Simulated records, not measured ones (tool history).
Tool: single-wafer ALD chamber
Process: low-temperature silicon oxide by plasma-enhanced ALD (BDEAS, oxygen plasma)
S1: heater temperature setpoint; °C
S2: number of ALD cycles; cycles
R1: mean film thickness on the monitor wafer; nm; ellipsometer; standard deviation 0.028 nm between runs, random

{"run": 1, "hour": 0.0, "S1": 85, "S2": 47, "R1": 7.6603}
{"run": 2, "hour": 1.1, "S1": 85, "S2": 41, "R1": 6.6976}
{"run": 3, "hour": 2.3, "S1": 85, "S2": 47, "R1": 7.6973}
{"run": 4, "hour": 7.5, "S1": 85, "S2": 49, "R1": 8.0141}
{"run": 5, "hour": 9.8, "S1": 81, "S2": 50, "R1": 8.2747}
{"run": 6, "hour": 12.7, "S1": 77, "S2": 50, "R1": 8.3739}
{"run": 7, "hour": 13.5, "S1": 75, "S2": 51, "R1": 8.6517}
{"run": 8, "hour": 18.7, "S1": 73, "S2": 51, "R1": 8.7209}

Estimate the outcome of run 9 from the log above:
{"run": 9, "hour": 21.2, "S1": 72, "S2": 51, "R1": "?"}

R1: 8.7266 nm
